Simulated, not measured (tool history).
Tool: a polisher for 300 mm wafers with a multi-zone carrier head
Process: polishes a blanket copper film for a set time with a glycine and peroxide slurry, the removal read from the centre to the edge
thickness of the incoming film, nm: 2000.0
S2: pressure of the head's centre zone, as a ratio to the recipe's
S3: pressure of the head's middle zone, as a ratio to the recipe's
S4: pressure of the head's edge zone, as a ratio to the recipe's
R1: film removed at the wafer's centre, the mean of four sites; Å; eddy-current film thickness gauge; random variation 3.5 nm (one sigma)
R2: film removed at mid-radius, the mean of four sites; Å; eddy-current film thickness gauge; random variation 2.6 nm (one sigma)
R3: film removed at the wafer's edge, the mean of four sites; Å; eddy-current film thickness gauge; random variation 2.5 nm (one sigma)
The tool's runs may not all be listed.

run 1 hour=0.0 | flow_of_slurry_(ml/min)=290 S2=1.00 S3=1.00 S4=1.00 polishing_time_(s)=76 | R1=3678.0 R2=3537.7 R3=3547.0
run 2 hour=8.6 | flow_of_slurry_(ml/min)=290 S2=0.99 S3=1.01 S4=0.98 polishing_time_(s)=73 | R1=3591.6 R2=3499.9 R3=3372.0
run 3 hour=12.6 | flow_of_slurry_(ml/min)=290 S2=0.97 S3=1.01 S4=0.97 polishing_time_(s)=71 | R1=3332.0 R2=3292.4 R3=3313.2
run 4 hour=19.6 | flow_of_slurry_(ml/min)=290 S2=0.97 S3=1.03 S4=0.96 polishing_time_(s)=69 | R1=3157.7 R2=3282.7 R3=3195.2
run 5 hour=22.1 | flow_of_slurry_(ml/min)=290 S2=0.98 S3=1.04 S4=0.95 polishing_time_(s)=67 | R1=3108.0 R2=3201.7 R3=3113.9
run 6 hour=27.2 | flow_of_slurry_(ml/min)=290 S2=0.99 S3=1.06 S4=0.93 polishing_time_(s)=65 | R1=3109.2 R2=3227.5 R3=2927.1
run 7 hour=29.1 | flow_of_slurry_(ml/min)=290 S2=0.98 S3=1.06 S4=0.92 polishing_time_(s)=64 | R1=2962.6 R2=3108.1 R3=2920.2
run 8 hour=37.1 | flow_of_slurry_(ml/min)=290 S2=0.98 S3=1.07 S4=0.91 polishing_time_(s)=63 | R1=3000.8 R2=3159.5 R3=2835.1
run 9 hour=42.5 | flow_of_slurry_(ml/min)=290 S2=0.97 S3=1.07 S4=0.90 polishing_time_(s)=62 | R1=2867.4 R2=3061.4 R3=2846.8

Forecast run 10:
run 10 hour=47.3 | flow_of_slurry_(ml/min)=290 S2=0.97 S3=1.08 S4=0.89 polishing_time_(s)=61 | R1=? R2=? R3=?

{"run 10": {"R1": 2849.1, "R2": 3044.3, "R3": 2732.0}}
